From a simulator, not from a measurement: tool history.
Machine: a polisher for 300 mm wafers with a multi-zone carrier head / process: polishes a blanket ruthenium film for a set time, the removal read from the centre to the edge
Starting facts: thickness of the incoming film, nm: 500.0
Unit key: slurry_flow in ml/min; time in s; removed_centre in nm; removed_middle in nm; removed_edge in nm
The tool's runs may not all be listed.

| run | hour | slurry_flow | centre_zone | middle_zone | edge_zone | time | removed_centre | removed_middle | removed_edge |
|---|---|---|---|---|---|---|---|---|---|
| 1 | 0 | 245 | 1 | 1 | 1 | 59 | 59.6 | 59.317 | 59.129 |
| 2 | 1.7 | 245 | 1 | 1 | 1 | 72 | 72.687 | 71.999 | 71.384 |
| 3 | 6.7 | 240 | 0.98 | 1.01 | 0.97 | 64 | 62.99 | 64.87 | 62.928 |
| 4 | 9.5 | 240 | 1.02 | 1.01 | 0.97 | 64 | 66.845 | 67.376 | 63.672 |
| 5 | 13.2 | 180 | 1.02 | 1.01 | 0.97 | 64 | 62.672 | 61.79 | 60.621 |
| 6 | 19.3 | 180 | 1 | 1.02 | 0.95 | 57 | 54.514 | 57.032 | 52.986 |
| 7 | 24.6 | 175 | 0.98 | 1.01 | 0.93 | 53 | 49.342 | 51.897 | 48.476 |
| 8 | 30.3 | 175 | 0.96 | 1 | 0.91 | 50 | 45.393 | 47.799 | 45.727 |
| 9 | 32.9 | 170 | 0.95 | 1 | 0.9 | 48 | 43.653 | 46.384 | 43.41 |
| 10 | 38.8 | 170 | 0.94 | 1 | 0.89 | 46 | 41.259 | 43.481 | 40.805 |
| 11 | 45.1 | 170 | 0.92 | 1 | 0.88 | 45 | 39.382 | 42.725 | 40.798 |
| 12 | 49.2 | 165 | 0.92 | 1.01 | 0.87 | 44 | 38.927 | 42.492 | 39.343 |
| 13 | 55.6 | 165 | 0.91 | 1.01 | 0.86 | 43 | 37.216 | 41.589 | 38.256 |
| 14 | 60.4 | 165 | 0.91 | 1.01 | 0.85 | 43 | 37.688 | 41.177 | 37.928 |
| 15 | 62.9 | 165 | 0.9 | 1.01 | 0.84 | 43 | 36.199 | 41.342 | 37.385 |

Run 16 has not been measured yet. What should we expect?
| 16 | 63.6 | 165 | 0.9 | 1.01 | 0.83 | 43 | ? | ? | ? |

Run 16 gave removed_centre 36.568 nm, removed_middle 40.623 nm, removed_edge 37.747 nm.
